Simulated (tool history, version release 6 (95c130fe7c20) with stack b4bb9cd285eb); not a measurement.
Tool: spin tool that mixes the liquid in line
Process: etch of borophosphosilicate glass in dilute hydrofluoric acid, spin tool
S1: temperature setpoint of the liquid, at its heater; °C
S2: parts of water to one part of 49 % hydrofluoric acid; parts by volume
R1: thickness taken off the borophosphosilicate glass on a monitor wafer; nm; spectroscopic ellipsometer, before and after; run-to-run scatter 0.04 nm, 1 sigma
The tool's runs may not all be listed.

{"run": 1, "day": 0.0, "S1": 23.0, "S2": 300, "time under the liquid (s)": 70, "R1": 7.1251}
{"run": 2, "day": 0.212, "S1": 20.5, "S2": 300, "time under the liquid (s)": 70, "R1": 6.5486}
{"run": 3, "day": 0.308, "S1": 21.5, "S2": 300, "time under the liquid (s)": 70, "R1": 6.7848}
{"run": 4, "day": 0.638, "S1": 24.0, "S2": 300, "time under the liquid (s)": 70, "R1": 7.3822}
{"run": 5, "day": 0.762, "S1": 27.0, "S2": 300, "time under the liquid (s)": 70, "R1": 8.2865}
{"run": 6, "day": 0.854, "S1": 27.0, "S2": 220, "time under the liquid (s)": 70, "R1": 12.133}
{"run": 7, "day": 1.058, "S1": 26.0, "S2": 225, "time under the liquid (s)": 70, "R1": 11.312}
{"run": 8, "day": 1.246, "S1": 25.0, "S2": 230, "time under the liquid (s)": 70, "R1": 10.702}

Run 9, settings as shown, results not yet in. Your forecast:
{"run": 9, "day": 1.271, "S1": 21.0, "S2": 275, "time under the liquid (s)": 70, "R1": "?"}

{"run 9": {"R1": 7.379}}

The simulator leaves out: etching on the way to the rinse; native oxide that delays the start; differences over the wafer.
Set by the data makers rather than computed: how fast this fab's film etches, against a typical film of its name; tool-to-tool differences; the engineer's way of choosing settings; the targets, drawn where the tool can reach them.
